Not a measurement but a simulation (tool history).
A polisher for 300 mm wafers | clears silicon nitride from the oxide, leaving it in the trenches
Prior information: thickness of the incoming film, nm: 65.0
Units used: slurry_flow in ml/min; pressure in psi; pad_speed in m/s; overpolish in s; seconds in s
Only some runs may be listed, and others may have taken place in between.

| run | day | slurry_flow | pressure | pad_speed | overpolish | seconds |
|---|---|---|---|---|---|---|
| 1 | 0 | 235 | 2.6 | 0.96 | 22 | 94.581 |
| 2 | 0.296 | 235 | 2.6 | 0.96 | 24 | 95.37 |
| 3 | 0.462 | 235 | 2.6 | 0.78 | 24 | 109.18 |
| 4 | 0.804 | 235 | 2.4 | 0.76 | 24 | 127.22 |
| 5 | 0.883 | 235 | 2.4 | 0.92 | 24 | 102.5 |
| 6 | 1.029 | 235 | 2.1 | 0.9 | 24 | 127.17 |
| 7 | 1.229 | 235 | 2.1 | 0.9 | 24 | 121.44 |
| 8 | 1.521 | 235 | 2 | 0.9 | 24 | 129.63 |

Run 9 comes next. What will it give?
| 9 | 1.675 | 235 | 1.9 | 0.9 | 24 | ? |

Run 9 yielded seconds 133.49 s.
